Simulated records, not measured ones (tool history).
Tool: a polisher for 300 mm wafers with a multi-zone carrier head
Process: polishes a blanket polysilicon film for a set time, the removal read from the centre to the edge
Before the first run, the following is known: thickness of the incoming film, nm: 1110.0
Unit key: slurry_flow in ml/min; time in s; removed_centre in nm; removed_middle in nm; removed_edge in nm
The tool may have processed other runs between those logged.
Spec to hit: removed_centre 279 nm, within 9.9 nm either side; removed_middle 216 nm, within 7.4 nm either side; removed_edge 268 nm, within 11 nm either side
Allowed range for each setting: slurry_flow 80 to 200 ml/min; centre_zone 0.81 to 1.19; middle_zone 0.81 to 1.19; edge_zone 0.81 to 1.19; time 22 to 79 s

run	day	slurry_flow	centre_zone	middle_zone	edge_zone	time	removed_centre	removed_middle	removed_edge
1	0	130	1	1	1	50	359.18	354.13	357.53
2	0.267	120	1.02	0.95	1	46	325.84	301.58	324.58
3	0.488	110	1.04	0.91	0.99	44	309.96	272.57	302.14
4	0.808	135	1.04	0.91	0.99	44	329.1	292.15	309.82
5	0.883	135	1.12	0.91	0.99	44	358.69	289.63	313.2
6	0.962	120	1.11	0.88	0.99	43	335.51	268.26	304.82
7	1.221	85	1.09	0.81	0.96	37	247.57	189.17	242.26
8	1.338	95	1.09	0.81	0.98	37	260.47	201.58	255.45

5 next moves are on the table. One of them brings every result within its allowed miss. Which?
A	1.454	100	1.14	0.83	1.01	36	?	?	?
B	1.454	120	1.09	0.81	0.92	35	?	?	?
C	1.454	100	0.95	0.84	1.02	39	?	?	?
D	1.454	80	1.11	0.82	0.96	42	?	?	?
E	1.454	105	0.98	0.81	1.1	36	?	?	?

move	removed_centre	removed_middle	removed_edge
A	273.66	202.94	245.17
B	270.42	204.11	236.61
C	246.74	222.24	266.85
D	281.87	215.7	264.35
E	239.2	202.18	258.52
A: lands further from the targets than the last run did
B: lands further from the targets than the last run did
C: brings the last run's worst result on target, with another outside its allowed miss
D: all results in spec
E: lands further from the targets than the last run did
The move that meets every target is D.
